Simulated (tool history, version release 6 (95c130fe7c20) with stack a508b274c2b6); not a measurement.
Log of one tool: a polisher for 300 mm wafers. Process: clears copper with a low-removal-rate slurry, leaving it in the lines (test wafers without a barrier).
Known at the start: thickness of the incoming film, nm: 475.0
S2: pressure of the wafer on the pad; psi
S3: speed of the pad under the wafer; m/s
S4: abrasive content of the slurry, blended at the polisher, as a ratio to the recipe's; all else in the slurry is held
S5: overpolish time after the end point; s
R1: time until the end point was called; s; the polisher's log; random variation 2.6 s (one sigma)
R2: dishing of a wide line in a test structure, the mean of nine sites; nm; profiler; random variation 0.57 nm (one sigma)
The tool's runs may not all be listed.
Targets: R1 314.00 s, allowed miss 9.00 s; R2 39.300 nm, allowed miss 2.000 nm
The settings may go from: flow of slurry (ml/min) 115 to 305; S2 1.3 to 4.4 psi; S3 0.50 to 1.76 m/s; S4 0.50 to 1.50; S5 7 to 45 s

{"run": 1, "hour": 0.0, "flow of slurry (ml/min)": 195, "S2": 2.8, "S3": 1.12, "S4": 1.0, "S5": 23, "R1": 171.46, "R2": 41.024}
{"run": 2, "hour": 6.7, "flow of slurry (ml/min)": 195, "S2": 2.8, "S3": 1.12, "S4": 1.0, "S5": 14, "R1": 172.01, "R2": 26.92}
{"run": 3, "hour": 11.2, "flow of slurry (ml/min)": 195, "S2": 2.8, "S3": 1.12, "S4": 1.0, "S5": 7, "R1": 175.23, "R2": 14.097}
{"run": 4, "hour": 14.4, "flow of slurry (ml/min)": 190, "S2": 2.6, "S3": 1.12, "S4": 1.0, "S5": 10, "R1": 184.43, "R2": 18.498}
{"run": 5, "hour": 16.0, "flow of slurry (ml/min)": 190, "S2": 2.4, "S3": 1.1, "S4": 1.0, "S5": 12, "R1": 206.84, "R2": 19.919}
{"run": 6, "hour": 21.6, "flow of slurry (ml/min)": 190, "S2": 2.3, "S3": 1.1, "S4": 1.0, "S5": 14, "R1": 213.08, "R2": 22.227}
{"run": 7, "hour": 22.1, "flow of slurry (ml/min)": 160, "S2": 1.5, "S3": 1.06, "S4": 1.0, "S5": 25, "R1": 336.57, "R2": 24.162}
{"run": 8, "hour": 27.7, "flow of slurry (ml/min)": 170, "S2": 1.5, "S3": 1.06, "S4": 1.0, "S5": 26, "R1": 339.28, "R2": 25.47}
{"run": 9, "hour": 35.0, "flow of slurry (ml/min)": 175, "S2": 1.5, "S3": 1.06, "S4": 1.0, "S5": 27, "R1": 340.18, "R2": 26.391}
{"run": 10, "hour": 38.6, "flow of slurry (ml/min)": 175, "S2": 1.5, "S3": 1.06, "S4": 1.0, "S5": 28, "R1": 334.88, "R2": 26.741}
{"run": 11, "hour": 40.2, "flow of slurry (ml/min)": 175, "S2": 1.5, "S3": 1.06, "S4": 1.0, "S5": 28, "R1": 336.52, "R2": 27.231}
{"run": 12, "hour": 42.2, "flow of slurry (ml/min)": 175, "S2": 1.5, "S3": 1.06, "S4": 1.0, "S5": 29, "R1": 333.6, "R2": 28.291}
{"run": 13, "hour": 44.5, "flow of slurry (ml/min)": 175, "S2": 1.5, "S3": 1.06, "S4": 1.0, "S5": 30, "R1": 339.97, "R2": 28.319}
{"run": 14, "hour": 45.9, "flow of slurry (ml/min)": 175, "S2": 1.5, "S3": 1.06, "S4": 1.0, "S5": 31, "R1": 338.15, "R2": 29.518}
{"run": 15, "hour": 51.2, "flow of slurry (ml/min)": 175, "S2": 1.5, "S3": 1.06, "S4": 1.0, "S5": 32, "R1": 334.45, "R2": 29.555}
{"run": 16, "hour": 51.8, "flow of slurry (ml/min)": 175, "S2": 1.5, "S3": 1.06, "S4": 1.0, "S5": 33, "R1": 335.96, "R2": 31.445}

Which of these 4 next moves meets every target?
{"run": "A", "hour": 52.4, "flow of slurry (ml/min)": 115, "S2": 2.4, "S3": 0.74, "S4": 0.85, "S5": 34, "R1": "?", "R2": "?"}
{"run": "B", "hour": 52.4, "flow of slurry (ml/min)": 170, "S2": 1.4, "S3": 1.06, "S4": 1.2, "S5": 23, "R1": "?", "R2": "?"}
{"run": "C", "hour": 52.4, "flow of slurry (ml/min)": 185, "S2": 2.2, "S3": 0.68, "S4": 1.4, "S5": 40, "R1": "?", "R2": "?"}
{"run": "D", "hour": 52.4, "flow of slurry (ml/min)": 170, "S2": 2.1, "S3": 0.84, "S4": 0.95, "S5": 35, "R1": "?", "R2": "?"}

move=A R1=319.62 R2=34.238
move=B R1=352.09 R2=21.826
move=C R1=312.48 R2=39.650
move=D R1=299.70 R2=36.676
A: nearer than the last run, and not there yet
B: further off than the last run
C: meets every target
D: nearer than the last run, and not there yet
Move C is the one to make.
